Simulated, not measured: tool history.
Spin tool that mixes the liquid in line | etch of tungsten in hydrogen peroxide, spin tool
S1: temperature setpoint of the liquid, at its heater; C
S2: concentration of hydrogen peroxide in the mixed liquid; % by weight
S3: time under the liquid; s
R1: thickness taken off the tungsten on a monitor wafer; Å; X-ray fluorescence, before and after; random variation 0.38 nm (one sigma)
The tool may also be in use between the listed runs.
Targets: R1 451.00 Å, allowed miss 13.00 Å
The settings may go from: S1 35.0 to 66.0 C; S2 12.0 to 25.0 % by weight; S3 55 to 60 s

{"run": 1, "hour": 0.0, "S1": 51.0, "S2": 17.0, "S3": 55, "R1": 1050.3}
{"run": 2, "hour": 0.9, "S1": 46.5, "S2": 17.0, "S3": 55, "R1": 791.81}
{"run": 3, "hour": 5.8, "S1": 46.5, "S2": 15.0, "S3": 55, "R1": 746.32}
{"run": 4, "hour": 13.5, "S1": 44.0, "S2": 15.0, "S3": 55, "R1": 648.25}
{"run": 5, "hour": 18.0, "S1": 44.0, "S2": 15.0, "S3": 60, "R1": 715.06}
{"run": 6, "hour": 26.8, "S1": 44.0, "S2": 17.0, "S3": 60, "R1": 732.63}
{"run": 7, "hour": 34.3, "S1": 41.5, "S2": 17.0, "S3": 60, "R1": 634.29}
{"run": 8, "hour": 39.4, "S1": 40.0, "S2": 17.0, "S3": 60, "R1": 586.81}
{"run": 9, "hour": 40.3, "S1": 38.5, "S2": 17.0, "S3": 60, "R1": 512.57}
{"run": 10, "hour": 48.4, "S1": 38.0, "S2": 17.0, "S3": 60, "R1": 505.74}
{"run": 11, "hour": 55.9, "S1": 37.5, "S2": 17.0, "S3": 60, "R1": 486.66}
{"run": 12, "hour": 59.6, "S1": 37.0, "S2": 17.0, "S3": 60, "R1": 474.48}
{"run": 13, "hour": 60.3, "S1": 37.0, "S2": 17.0, "S3": 60, "R1": 474.64}

Which of these 4 next moves meets every target?
{"run": "A", "hour": 61.0, "S1": 35.5, "S2": 16.0, "S3": 60, "R1": "?"}
{"run": "B", "hour": 61.0, "S1": 37.5, "S2": 22.0, "S3": 55, "R1": "?"}
{"run": "C", "hour": 61.0, "S1": 37.0, "S2": 15.5, "S3": 55, "R1": "?"}
{"run": "D", "hour": 61.0, "S1": 36.0, "S2": 17.5, "S3": 60, "R1": "?"}

move=A R1=413.99
move=B R1=508.37
move=C R1=412.81
move=D R1=447.69
A: takes the result that was furthest off past its target
B: further off than the last run
C: takes the result that was furthest off past its target
D: meets every target
The right move is D.

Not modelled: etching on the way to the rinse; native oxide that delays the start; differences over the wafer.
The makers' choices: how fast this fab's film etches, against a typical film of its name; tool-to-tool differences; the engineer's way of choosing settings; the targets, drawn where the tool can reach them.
